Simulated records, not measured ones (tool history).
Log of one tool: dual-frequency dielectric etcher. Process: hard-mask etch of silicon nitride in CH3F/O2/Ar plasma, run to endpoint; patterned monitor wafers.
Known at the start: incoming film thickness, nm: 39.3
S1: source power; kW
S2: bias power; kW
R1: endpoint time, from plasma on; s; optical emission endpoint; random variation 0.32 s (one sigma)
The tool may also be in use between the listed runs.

{"run": 1, "hour": 0.0, "S1": 0.36, "S2": 0.076, "R1": 58.037}
{"run": 2, "hour": 2.4, "S1": 0.36, "S2": 0.087, "R1": 53.883}
{"run": 3, "hour": 10.0, "S1": 0.36, "S2": 0.082, "R1": 55.489}
{"run": 4, "hour": 14.5, "S1": 0.38, "S2": 0.083, "R1": 53.996}
{"run": 5, "hour": 19.5, "S1": 0.39, "S2": 0.083, "R1": 53.524}
{"run": 6, "hour": 22.1, "S1": 0.39, "S2": 0.088, "R1": 52.332}

The next listed run, before its measurement:
{"run": 7, "hour": 30.2, "S1": 0.4, "S2": 0.089, "R1": "?"}

{"run 7": {"R1": 51.113}}

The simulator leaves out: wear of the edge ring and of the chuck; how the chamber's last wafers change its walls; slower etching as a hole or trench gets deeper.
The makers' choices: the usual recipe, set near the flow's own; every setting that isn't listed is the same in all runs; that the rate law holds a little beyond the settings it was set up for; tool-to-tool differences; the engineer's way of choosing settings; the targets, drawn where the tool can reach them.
